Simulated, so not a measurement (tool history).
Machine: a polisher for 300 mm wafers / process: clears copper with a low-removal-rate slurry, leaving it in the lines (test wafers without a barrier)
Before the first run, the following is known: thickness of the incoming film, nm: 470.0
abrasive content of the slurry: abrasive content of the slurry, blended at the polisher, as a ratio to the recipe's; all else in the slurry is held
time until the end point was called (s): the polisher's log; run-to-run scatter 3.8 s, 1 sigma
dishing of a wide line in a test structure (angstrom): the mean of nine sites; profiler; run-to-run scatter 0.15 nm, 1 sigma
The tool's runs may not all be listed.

run,hour,flow of slurry (ml/min),pressure of the wafer on the pad (kPa),speed of the pad under the wafer (cm/s),abrasive content of the slurry,overpolish time after the end point (s),time until the end point was called (s),dishing of a wide line in a test structure (angstrom)
1,0.0,215,29.0,106,1.0,11,129.85,300.040
2,6.3,215,28.3,102,1.0,10,128.47,264.190
3,13.4,215,28.3,102,1.0,12,131.36,310.200
4,19.1,165,28.3,102,1.0,12,137.25,306.420
5,23.0,170,27.6,96,1.0,11,143.02,263.920
6,25.2,190,27.6,96,1.0,11,146.81,268.230
7,33.9,190,26.9,94,1.0,10,152.97,237.790
8,40.6,190,26.2,92,1.0,9,150.82,210.700
9,42.8,190,24.8,90,1.0,8,174.05,173.260
10,44.7,200,23.4,90,1.0,3,172.81,64.120

Run 11 comes next. What will it give?
11,46.8,200,23.4,90,1.0,3,?,?

time until the end point was called (s): 174.51
dishing of a wide line in a test structure (angstrom): 65.159
